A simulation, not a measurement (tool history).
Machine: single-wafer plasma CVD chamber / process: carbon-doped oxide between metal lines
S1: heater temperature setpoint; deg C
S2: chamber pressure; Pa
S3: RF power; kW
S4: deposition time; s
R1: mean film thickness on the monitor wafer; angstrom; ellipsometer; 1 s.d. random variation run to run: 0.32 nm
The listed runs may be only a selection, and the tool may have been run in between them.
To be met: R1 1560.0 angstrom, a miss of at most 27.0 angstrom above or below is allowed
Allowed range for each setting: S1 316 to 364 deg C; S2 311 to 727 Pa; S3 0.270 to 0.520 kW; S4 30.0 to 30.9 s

run 1 hour=0.0 | S1=340 S2=519 S3=0.395 S4=30.0 | R1=1320.9
run 2 hour=3.1 | S1=340 S2=464 S3=0.395 S4=30.0 | R1=1309.5
run 3 hour=8.9 | S1=336 S2=487 S3=0.410 S4=30.0 | R1=1367.7
run 4 hour=13.8 | S1=336 S2=524 S3=0.410 S4=30.0 | R1=1369.7
run 5 hour=20.3 | S1=336 S2=608 S3=0.410 S4=30.0 | R1=1393.8
run 6 hour=23.6 | S1=333 S2=624 S3=0.420 S4=30.0 | R1=1426.9
run 7 hour=29.4 | S1=331 S2=635 S3=0.430 S4=30.0 | R1=1466.8
run 8 hour=37.5 | S1=329 S2=645 S3=0.435 S4=30.0 | R1=1489.0
run 9 hour=39.0 | S1=328 S2=655 S3=0.440 S4=30.0 | R1=1505.2

Below are 4 possible settings for the next run. Only one of them brings all results inside the allowed miss of their targets. Which is it?
run A hour=40.5 | S1=325 S2=635 S3=0.415 S4=30.0 | R1=?
run B hour=40.5 | S1=337 S2=519 S3=0.430 S4=30.9 | R1=?
run C hour=40.5 | S1=330 S2=616 S3=0.425 S4=30.0 | R1=?
run D hour=40.5 | S1=326 S2=619 S3=0.440 S4=30.8 | R1=?

move=A R1=1462.3
move=B R1=1451.4
move=C R1=1454.4
move=D R1=1549.3
A: moves away from the targets compared with the last run
B: moves away from the targets compared with the last run
C: moves away from the targets compared with the last run
D: every result within its allowed miss
Go with D: it meets all targets.
